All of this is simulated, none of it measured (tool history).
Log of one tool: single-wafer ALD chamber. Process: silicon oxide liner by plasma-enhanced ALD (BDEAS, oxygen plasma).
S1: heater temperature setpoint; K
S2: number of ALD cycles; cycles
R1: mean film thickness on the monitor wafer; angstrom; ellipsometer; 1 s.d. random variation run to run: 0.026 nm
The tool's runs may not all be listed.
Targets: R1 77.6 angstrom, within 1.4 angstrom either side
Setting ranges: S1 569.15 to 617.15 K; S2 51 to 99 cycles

Run 1, hour 0: S1 593.15 K, S2 75 cycles. Result: R1 70.365 angstrom.
Run 2, hour 1.8: S1 592.15 K, S2 77 cycles. Result: R1 72.421 angstrom.
Run 3, hour 3.8: S1 592.15 K, S2 72 cycles. Result: R1 67.427 angstrom.
Run 4, hour 10.7: S1 586.15 K, S2 72 cycles. Result: R1 68.35 angstrom.
Run 5, hour 17.6: S1 585.15 K, S2 74 cycles. Result: R1 69.848 angstrom.
Run 6, hour 20.4: S1 578.15 K, S2 74 cycles. Result: R1 71.022 angstrom.
Run 7, hour 25.8: S1 578.15 K, S2 76 cycles. Result: R1 72.634 angstrom.
Run 8, hour 26.4: S1 578.15 K, S2 77 cycles. Result: R1 73.416 angstrom.
Run 9, hour 34.9: S1 578.15 K, S2 78 cycles. Result: R1 74.372 angstrom.
Run 10, hour 41.6: S1 578.15 K, S2 79 cycles. Result: R1 75.359 angstrom.

Which single option among these 5 for the next run brings every result within its allowed miss of target? Just one does.
Run A, hour 48.3: S1 578.15 K, S2 82 cycles. Result: R1 ?.
Run B, hour 48.3: S1 579.15 K, S2 77 cycles. Result: R1 ?.
Run C, hour 48.3: S1 573.15 K, S2 75 cycles. Result: R1 ?.
Run D, hour 48.3: S1 580.15 K, S2 78 cycles. Result: R1 ?.
Run E, hour 48.3: S1 571.15 K, S2 83 cycles. Result: R1 ?.

move      R1
   A  77.906
   B  73.064
   C    71.7
   D  73.921
   E  79.545
A: every result lands within tolerance
B: the biggest miss grows against the last run
C: the biggest miss grows against the last run
D: the biggest miss grows against the last run
E: carries the result that was furthest off beyond its target, to the other side
A meets every target.
